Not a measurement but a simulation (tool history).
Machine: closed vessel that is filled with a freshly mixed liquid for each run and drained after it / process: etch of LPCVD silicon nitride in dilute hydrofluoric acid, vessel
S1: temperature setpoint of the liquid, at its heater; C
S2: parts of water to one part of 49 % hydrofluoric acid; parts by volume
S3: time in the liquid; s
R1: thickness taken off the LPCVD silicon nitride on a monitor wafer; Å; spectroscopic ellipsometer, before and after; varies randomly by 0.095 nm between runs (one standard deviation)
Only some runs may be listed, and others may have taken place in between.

run,hour,S1,S2,S3,R1
1,0.0,21.0,95,2830,114.38
2,6.9,23.5,95,2830,134.99
3,12.5,24.5,90,2830,151.17
4,14.7,24.5,90,2830,151.73
5,17.0,24.5,90,2830,151.20
6,18.9,24.5,90,3040,163.52
7,25.8,25.5,85,3040,184.22
8,31.5,26.5,80,3040,209.44
9,34.9,27.0,80,3040,214.92
10,40.8,27.5,80,3040,221.82
11,45.3,28.0,80,3040,230.16

Predict the results of run 12:
12,49.5,28.5,75,3040,?

{"run 12": {"R1": 253.47}}
